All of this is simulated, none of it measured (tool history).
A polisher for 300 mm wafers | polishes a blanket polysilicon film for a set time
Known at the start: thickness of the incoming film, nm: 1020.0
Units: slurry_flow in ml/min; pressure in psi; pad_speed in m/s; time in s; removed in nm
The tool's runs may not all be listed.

run,hour,slurry_flow,pressure,pad_speed,time,removed
1,0.0,155,2.2,0.92,77,521.00
2,2.7,155,1.8,0.92,77,442.70
3,9.0,155,1.4,0.92,77,346.59
4,9.6,160,1.9,0.92,77,454.13
5,12.6,160,2.2,0.92,77,517.10
6,17.6,140,2.2,0.92,77,516.29
7,18.9,140,2.5,0.92,77,592.50
8,20.6,140,2.7,0.92,77,637.67

Run 9 comes next. What will it give?
9,27.8,140,2.8,0.92,77,?

Run 9 gave removed 669.15 nm.

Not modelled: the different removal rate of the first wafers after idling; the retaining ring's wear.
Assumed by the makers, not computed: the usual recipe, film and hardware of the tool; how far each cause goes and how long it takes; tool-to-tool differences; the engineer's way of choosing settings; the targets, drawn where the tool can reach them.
